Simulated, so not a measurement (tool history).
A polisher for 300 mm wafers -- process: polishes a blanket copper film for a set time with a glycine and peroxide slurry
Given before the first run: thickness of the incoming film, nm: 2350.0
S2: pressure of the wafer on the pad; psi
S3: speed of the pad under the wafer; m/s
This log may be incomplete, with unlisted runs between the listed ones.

run 1 hour=0 | flow_of_slurry_(ml/min)=310 S2=2.9 S3=0.88 polishing_time_(s)=53 | film_removed_(nm)=284.87
run 2 hour=8.6 | flow_of_slurry_(ml/min)=310 S2=3.2 S3=0.88 polishing_time_(s)=53 | film_removed_(nm)=298.45
run 3 hour=14.1 | flow_of_slurry_(ml/min)=310 S2=2.7 S3=0.88 polishing_time_(s)=53 | film_removed_(nm)=271.63
run 4 hour=15.3 | flow_of_slurry_(ml/min)=310 S2=2.5 S3=0.88 polishing_time_(s)=53 | film_removed_(nm)=257.02
run 5 hour=18.7 | flow_of_slurry_(ml/min)=305 S2=2.2 S3=0.84 polishing_time_(s)=53 | film_removed_(nm)=235.68
run 6 hour=24.6 | flow_of_slurry_(ml/min)=305 S2=2 S3=0.78 polishing_time_(s)=53 | film_removed_(nm)=211.76

For run 7, what comes out?
run 7 hour=31.9 | flow_of_slurry_(ml/min)=305 S2=1.8 S3=0.74 polishing_time_(s)=53 | film_removed_(nm)=?

film removed (nm): 192.06

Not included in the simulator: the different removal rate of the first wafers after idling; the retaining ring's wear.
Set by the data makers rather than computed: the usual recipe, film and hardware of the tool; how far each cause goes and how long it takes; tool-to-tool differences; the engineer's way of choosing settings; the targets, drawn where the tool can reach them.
